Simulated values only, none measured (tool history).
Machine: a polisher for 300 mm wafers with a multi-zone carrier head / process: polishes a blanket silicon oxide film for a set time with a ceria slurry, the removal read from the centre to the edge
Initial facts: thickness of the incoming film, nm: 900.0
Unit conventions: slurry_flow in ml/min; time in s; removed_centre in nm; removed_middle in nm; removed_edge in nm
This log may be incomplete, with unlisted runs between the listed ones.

run,hour,slurry_flow,centre_zone,middle_zone,edge_zone,time,removed_centre,removed_middle,removed_edge
1,0.0,155,1.00,1.00,1.00,35,192.80,197.42,201.15
2,5.5,160,1.01,1.00,1.02,35,195.08,193.57,200.68
3,11.9,140,1.01,1.00,1.02,35,187.70,184.97,194.43
4,17.0,165,1.01,1.00,1.02,35,198.09,197.33,202.63
5,20.2,165,1.01,1.00,0.97,35,200.43,195.05,198.26
6,24.8,165,1.07,1.00,0.97,35,211.84,194.56,196.41
7,29.6,170,1.06,0.99,0.99,35,208.40,197.58,202.52
8,36.4,215,1.10,0.95,1.09,37,247.61,219.00,234.04
9,42.7,215,1.09,0.95,1.10,37,239.09,208.07,233.06
10,44.6,215,1.09,0.95,1.10,37,240.74,211.56,233.35

Run 11 is up next; what results do you expect?
11,47.4,215,1.08,0.95,1.11,37,?,?,?

removed_centre: 239.38 nm
removed_middle: 208.26 nm
removed_edge: 235.31 nm
